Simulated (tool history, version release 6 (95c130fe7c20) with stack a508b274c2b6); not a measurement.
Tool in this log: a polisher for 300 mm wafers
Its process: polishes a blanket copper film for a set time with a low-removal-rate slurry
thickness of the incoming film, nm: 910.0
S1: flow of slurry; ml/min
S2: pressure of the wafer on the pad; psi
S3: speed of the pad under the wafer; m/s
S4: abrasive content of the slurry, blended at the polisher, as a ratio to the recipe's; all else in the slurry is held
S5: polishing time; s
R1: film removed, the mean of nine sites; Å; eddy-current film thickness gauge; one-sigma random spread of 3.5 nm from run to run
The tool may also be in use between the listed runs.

run,hour,S1,S2,S3,S4,S5,R1
1,0.0,170,2.8,1.22,1.0,95,2876.2
2,4.6,170,2.8,1.22,1.1,95,2951.3
3,13.1,175,2.9,1.22,1.1,95,3039.6
4,15.4,175,2.9,1.00,1.1,95,2508.8
5,24.4,175,2.9,1.00,1.1,100,2607.9
6,32.9,175,2.9,1.00,1.2,100,2684.0
7,34.2,175,3.1,1.00,1.2,100,2869.6
8,39.5,180,3.2,1.00,1.2,100,3014.1
9,48.2,185,3.3,1.00,1.2,100,3077.7
10,50.3,185,3.4,1.00,1.2,100,3166.2
11,52.5,185,3.5,1.02,1.2,100,3281.1
# hour 55.3: worn pad replaced by a new one
12,55.3,185,3.6,1.04,1.2,100,3688.2
13,58.1,185,3.7,1.04,1.2,100,3794.9

Estimate the outcome of run 14 from the log above:
14,67.1,185,3.8,1.04,1.2,100,?

Run 14 gave R1 3952.5 Å.
